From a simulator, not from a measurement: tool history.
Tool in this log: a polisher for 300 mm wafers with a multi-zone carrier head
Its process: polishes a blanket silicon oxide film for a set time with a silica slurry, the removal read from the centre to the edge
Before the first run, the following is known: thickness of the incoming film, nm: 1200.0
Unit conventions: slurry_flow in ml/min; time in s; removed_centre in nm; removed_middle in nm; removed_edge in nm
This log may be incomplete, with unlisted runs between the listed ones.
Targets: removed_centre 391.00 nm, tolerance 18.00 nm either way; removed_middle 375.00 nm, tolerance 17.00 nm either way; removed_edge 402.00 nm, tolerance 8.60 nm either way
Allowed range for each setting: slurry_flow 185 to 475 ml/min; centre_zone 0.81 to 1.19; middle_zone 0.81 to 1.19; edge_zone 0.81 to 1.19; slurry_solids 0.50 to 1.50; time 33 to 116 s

| run | day | slurry_flow | centre_zone | middle_zone | edge_zone | slurry_solids | time | removed_centre | removed_middle | removed_edge |
|---|---|---|---|---|---|---|---|---|---|---|
| 1 | 0.000 | 305 | 1.00 | 1.00 | 1.00 | 1.00 | 74 | 262.34 | 249.36 | 248.47 |
| 2 | 0.300 | 305 | 1.00 | 0.96 | 1.00 | 1.00 | 74 | 255.53 | 237.82 | 248.16 |
| 3 | 0.567 | 305 | 1.00 | 0.97 | 1.03 | 1.10 | 76 | 272.95 | 250.86 | 272.70 |
| 4 | 0.712 | 310 | 1.01 | 1.00 | 1.05 | 1.15 | 78 | 291.70 | 269.79 | 286.35 |
| 5 | 0.746 | 310 | 1.01 | 1.07 | 1.05 | 1.15 | 78 | 283.42 | 292.73 | 288.60 |
| 6 | 0.896 | 310 | 1.01 | 1.11 | 1.05 | 1.15 | 78 | 297.42 | 300.94 | 285.84 |
| 7 | 1.254 | 315 | 1.02 | 1.11 | 1.07 | 1.20 | 80 | 312.23 | 313.43 | 300.73 |
| 8 | 1.512 | 320 | 1.02 | 1.04 | 1.17 | 1.45 | 91 | 377.12 | 364.87 | 393.03 |
| 9 | 1.758 | 325 | 1.03 | 1.05 | 1.18 | 1.45 | 91 | 382.02 | 369.30 | 390.21 |

Exercise: of the 4 proposed moves below, exactly one satisfies all targets within the stated allowed misses. Which move is it?
| A | 2.004 | 395 | 1.07 | 0.93 | 1.13 | 1.30 | 94 | ? | ? | ? |
| B | 2.004 | 340 | 1.11 | 1.03 | 1.15 | 1.45 | 88 | ? | ? | ? |
| C | 2.004 | 300 | 1.02 | 1.02 | 1.15 | 1.40 | 97 | ? | ? | ? |
| D | 2.004 | 355 | 1.06 | 1.05 | 1.19 | 1.45 | 88 | ? | ? | ? |

| move | removed_centre | removed_middle | removed_edge |
|---|---|---|---|
| A | 401.97 | 338.37 | 379.18 |
| B | 401.70 | 356.77 | 370.57 |
| C | 402.09 | 382.02 | 400.73 |
| D | 386.90 | 363.67 | 377.90 |
A: moves away from the targets compared with the last run
B: moves away from the targets compared with the last run
C: each result inside its tolerance
D: moves away from the targets compared with the last run
So the answer is move C, the one that meets all the targets.
